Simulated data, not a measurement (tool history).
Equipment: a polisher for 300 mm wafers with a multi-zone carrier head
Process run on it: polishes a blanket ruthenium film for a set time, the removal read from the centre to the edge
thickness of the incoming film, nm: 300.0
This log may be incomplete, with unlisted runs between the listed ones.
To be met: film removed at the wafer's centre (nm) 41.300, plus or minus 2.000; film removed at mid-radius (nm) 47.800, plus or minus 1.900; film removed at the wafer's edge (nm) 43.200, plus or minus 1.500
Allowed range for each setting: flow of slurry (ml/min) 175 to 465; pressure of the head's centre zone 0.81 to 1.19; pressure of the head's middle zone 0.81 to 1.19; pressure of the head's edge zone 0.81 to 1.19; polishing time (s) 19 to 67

run,hour,flow of slurry (ml/min),pressure of the head's centre zone,pressure of the head's middle zone,pressure of the head's edge zone,polishing time (s),film removed at the wafer's centre (nm),film removed at mid-radius (nm),film removed at the wafer's edge (nm)
1,0.0,295,1.00,1.00,1.00,43,68.165,70.397,69.757
2,2.8,295,0.98,1.01,0.97,38,59.271,62.360,60.982
3,10.4,295,0.92,1.01,0.97,38,58.140,63.129,60.848
4,14.2,290,0.90,1.02,0.95,35,50.320,56.867,54.702
5,21.4,290,0.90,1.02,0.88,35,51.787,59.008,52.684
6,30.3,290,0.87,1.02,0.88,35,50.932,58.569,53.785
7,34.0,285,0.87,1.02,0.87,33,47.844,55.124,50.546
8,40.4,265,0.86,1.01,0.81,27,38.818,44.232,39.372
9,45.7,285,0.86,1.01,0.82,27,39.016,43.511,40.005
10,52.3,300,0.87,1.09,0.88,29,41.070,50.979,44.489
11,54.1,295,0.87,1.08,0.88,29,43.062,49.724,43.941
12,56.3,290,0.86,1.07,0.88,29,42.129,49.878,43.531

Consider the 5 candidate settings below. Which is the only one whose results all fall within their allowed miss of target?
A,58.5,195,1.01,1.19,0.84,29,?,?,?
B,58.5,245,0.92,1.18,0.81,29,?,?,?
C,58.5,200,0.95,1.14,0.81,30,?,?,?
D,58.5,320,1.06,1.07,0.86,29,?,?,?
E,58.5,425,0.86,1.03,0.88,28,?,?,?

move,film removed at the wafer's centre (nm),film removed at mid-radius (nm),film removed at the wafer's edge (nm)
A,43.226,52.670,41.595
B,42.482,54.060,41.962
C,43.327,52.732,42.504
D,47.660,51.162,44.128
E,41.825,48.978,43.857
A: lands further from the targets than the last run did
B: lands further from the targets than the last run did
C: lands further from the targets than the last run did
D: lands further from the targets than the last run did
E: every result lands within tolerance
The move that meets every target is E.
